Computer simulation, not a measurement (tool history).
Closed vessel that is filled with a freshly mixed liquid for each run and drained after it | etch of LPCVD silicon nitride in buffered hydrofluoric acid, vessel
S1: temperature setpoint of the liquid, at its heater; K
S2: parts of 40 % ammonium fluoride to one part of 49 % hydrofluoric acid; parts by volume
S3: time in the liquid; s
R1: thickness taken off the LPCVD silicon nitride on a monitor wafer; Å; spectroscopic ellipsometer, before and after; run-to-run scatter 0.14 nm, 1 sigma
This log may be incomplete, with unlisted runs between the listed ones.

{"run": 1, "hour": 0.0, "S1": 294.15, "S2": 9.5, "S3": 1615, "R1": 183.14}
{"run": 2, "hour": 7.3, "S1": 293.15, "S2": 9.5, "S3": 1615, "R1": 172.75}
{"run": 3, "hour": 9.1, "S1": 292.15, "S2": 9.5, "S3": 1615, "R1": 167.86}
{"run": 4, "hour": 9.8, "S1": 293.65, "S2": 9.5, "S3": 1615, "R1": 181.9}
{"run": 5, "hour": 13.2, "S1": 292.65, "S2": 9.5, "S3": 1615, "R1": 173.51}
{"run": 6, "hour": 14.4, "S1": 295.65, "S2": 9.5, "S3": 1615, "R1": 201.8}
{"run": 7, "hour": 22.2, "S1": 294.15, "S2": 9.5, "S3": 1615, "R1": 187.38}
{"run": 8, "hour": 28.3, "S1": 293.15, "S2": 9.5, "S3": 1615, "R1": 175.45}
{"run": 9, "hour": 36.2, "S1": 292.15, "S2": 9.5, "S3": 1615, "R1": 165.8}

Forecast run 10:
{"run": 10, "hour": 41.5, "S1": 291.65, "S2": 9.5, "S3": 1615, "R1": "?"}

Logged for run 10: R1 161.07 Å.

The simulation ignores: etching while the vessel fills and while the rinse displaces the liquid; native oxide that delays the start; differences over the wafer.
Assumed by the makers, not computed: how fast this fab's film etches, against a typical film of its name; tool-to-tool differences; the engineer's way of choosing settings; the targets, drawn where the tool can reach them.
